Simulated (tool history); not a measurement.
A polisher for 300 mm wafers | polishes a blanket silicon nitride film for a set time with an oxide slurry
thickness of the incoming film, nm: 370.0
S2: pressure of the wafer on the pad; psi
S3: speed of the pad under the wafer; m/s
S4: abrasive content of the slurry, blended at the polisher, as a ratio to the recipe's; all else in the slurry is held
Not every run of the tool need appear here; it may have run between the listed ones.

run 1 hour=0 | flow_of_slurry_(ml/min)=310 S2=2.7 S3=1.38 S4=1 polishing_time_(s)=89 | film_removed_(Å)=612.63
run 2 hour=7 | flow_of_slurry_(ml/min)=310 S2=2.7 S3=1.64 S4=1 polishing_time_(s)=89 | film_removed_(Å)=689.36
run 3 hour=14 | flow_of_slurry_(ml/min)=310 S2=2.7 S3=1.34 S4=1 polishing_time_(s)=89 | film_removed_(Å)=595.08
run 4 hour=15.2 | flow_of_slurry_(ml/min)=310 S2=2.6 S3=1.34 S4=1 polishing_time_(s)=89 | film_removed_(Å)=580.61
run 5 hour=21.4 | flow_of_slurry_(ml/min)=310 S2=2 S3=1.34 S4=1 polishing_time_(s)=89 | film_removed_(Å)=482.2
run 6 hour=23 | flow_of_slurry_(ml/min)=310 S2=1.9 S3=1.34 S4=1 polishing_time_(s)=89 | film_removed_(Å)=473.51
run 7 hour=26.2 | flow_of_slurry_(ml/min)=310 S2=1.8 S3=1.34 S4=1 polishing_time_(s)=89 | film_removed_(Å)=455.14

Estimate the outcome of run 8 from the log above:
run 8 hour=35 | flow_of_slurry_(ml/min)=310 S2=1.7 S3=1.34 S4=1 polishing_time_(s)=89 | film_removed_(Å)=?

Run 8 produced film removed (Å) 439.84.

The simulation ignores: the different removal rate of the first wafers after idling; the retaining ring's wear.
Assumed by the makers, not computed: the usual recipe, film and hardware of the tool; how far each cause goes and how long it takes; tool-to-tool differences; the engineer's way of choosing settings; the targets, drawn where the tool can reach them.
